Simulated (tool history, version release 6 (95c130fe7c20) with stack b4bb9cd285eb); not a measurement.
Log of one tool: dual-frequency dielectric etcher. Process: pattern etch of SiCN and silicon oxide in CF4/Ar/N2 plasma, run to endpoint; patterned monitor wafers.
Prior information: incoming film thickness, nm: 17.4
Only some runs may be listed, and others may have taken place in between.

run,hour,source power (kW),bias power (kW),Ar flow (sccm),CF4 flow (sccm),endpoint time (s)
1,0.0,0.320,0.092,135,48,27.066
2,6.1,0.310,0.092,135,48,27.833
3,6.9,0.310,0.092,135,56,26.730
4,9.9,0.300,0.092,135,56,27.821
5,10.5,0.290,0.092,135,56,28.497
6,15.6,0.290,0.092,135,64,27.361
7,17.2,0.280,0.092,135,64,28.274

Run 8 is up next; what results do you expect?
8,23.4,0.270,0.092,135,64,?

Run 8 measured endpoint time (s) 28.777.
